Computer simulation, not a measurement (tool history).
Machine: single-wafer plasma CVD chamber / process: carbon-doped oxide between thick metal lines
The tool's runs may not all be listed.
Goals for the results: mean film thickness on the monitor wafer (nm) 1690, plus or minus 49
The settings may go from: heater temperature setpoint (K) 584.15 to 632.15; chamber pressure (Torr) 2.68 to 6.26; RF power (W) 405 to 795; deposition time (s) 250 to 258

| run | hour | heater temperature setpoint (K) | chamber pressure (Torr) | RF power (W) | deposition time (s) | mean film thickness on the monitor wafer (nm) |
|---|---|---|---|---|---|---|
| 1 | 0 | 608.15 | 4.47 | 600 | 250 | 1402.9 |
| 2 | 8.8 | 608.15 | 4.53 | 615 | 251 | 1429.2 |
| 3 | 10.7 | 608.15 | 4.53 | 550 | 251 | 1335.4 |
| 4 | 16.7 | 608.15 | 4.58 | 565 | 252 | 1365.6 |
| 5 | 22.5 | 608.15 | 4.62 | 580 | 253 | 1397.1 |
| 6 | 30.7 | 608.15 | 4.62 | 580 | 250 | 1378.9 |
| 7 | 38.8 | 608.15 | 4.69 | 595 | 251 | 1400.9 |
| 8 | 45.4 | 608.15 | 4.7 | 610 | 252 | 1426.2 |
| 9 | 53.6 | 607.15 | 4.71 | 625 | 253 | 1465.6 |
| 10 | 57 | 607.15 | 4.73 | 635 | 253 | 1478.2 |
|  | 65.1 | thermocouple changed; heater temperature recalibrated |
| 11 | 65.1 | 607.15 | 4.75 | 645 | 253 | 1520.9 |
| 12 | 68.5 | 606.15 | 4.81 | 650 | 253 | 1537.5 |
| 13 | 72.6 | 605.15 | 4.86 | 650 | 253 | 1538.4 |
| 14 | 74.2 | 604.15 | 4.91 | 655 | 253 | 1556.7 |
| 15 | 83 | 603.15 | 4.95 | 660 | 253 | 1570.8 |
| 16 | 84.3 | 602.15 | 4.99 | 665 | 253 | 1578.4 |
| 17 | 92.7 | 602.15 | 5.02 | 670 | 253 | 1588.5 |
| 18 | 95 | 602.15 | 5.05 | 675 | 253 | 1599.3 |

Below are 5 possible settings for the next run. Only one of them brings all results inside the allowed miss of their targets. Which is it?
| A | 97.3 | 600.15 | 5.28 | 675 | 252 | ? |
| B | 97.3 | 608.15 | 4.76 | 730 | 250 | ? |
| C | 97.3 | 602.15 | 4.98 | 760 | 250 | ? |
| D | 97.3 | 598.15 | 4.71 | 660 | 250 | ? |
| E | 97.3 | 604.15 | 5.2 | 690 | 250 | ? |

| move | mean film thickness on the monitor wafer (nm) |
|---|---|
| A | 1610.9 |
| B | 1600.9 |
| C | 1684.7 |
| D | 1563.5 |
| E | 1591.2 |
A: moves toward the targets from the last run without getting all of them in spec
B: no better and no worse than the last run
C: every result within its allowed miss
D: its largest miss is bigger than the last run's
E: its largest miss is bigger than the last run's
So the answer is move C, the one that meets all the targets.
